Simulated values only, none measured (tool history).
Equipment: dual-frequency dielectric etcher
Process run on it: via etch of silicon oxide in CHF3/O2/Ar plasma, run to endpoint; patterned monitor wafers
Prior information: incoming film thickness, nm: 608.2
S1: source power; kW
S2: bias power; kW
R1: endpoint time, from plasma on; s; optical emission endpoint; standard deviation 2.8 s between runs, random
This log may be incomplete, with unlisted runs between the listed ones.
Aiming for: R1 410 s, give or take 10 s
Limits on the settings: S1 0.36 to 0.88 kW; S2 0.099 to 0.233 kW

run  hour    S1     S2      R1
  1     0  0.62  0.166  306.61
  2   5.7  0.73  0.166  287.35
  3  13.5  0.73  0.156  296.41
  4  19.6  0.73  0.129  321.78
  5  20.7  0.65  0.129  335.71
  6  24.8  0.59  0.123  355.37
  7  33.2  0.54   0.12  371.31
  8  37.4  0.51  0.118  381.37
  9  43.4  0.49  0.117  385.67

Of the 5 settings listed for the next run, only one would bring every result within its allowed miss of target. Which one?
  A  49.4  0.46  0.099   ?
  B  49.4  0.37  0.123   ?
  C  49.4  0.42  0.112   ?
  D  49.4  0.43   0.12   ?
  E  49.4  0.47  0.099   ?

move      R1
   A  433.18
   B  426.83
   C  423.92
   D  406.56
   E  429.38
A: moves the result that the last run missed by most past its target, out the other side
B: moves the result that the last run missed by most past its target, out the other side
C: moves the result that the last run missed by most past its target, out the other side
D: all results in spec
E: moves the result that the last run missed by most past its target, out the other side
The move that meets every target is D.
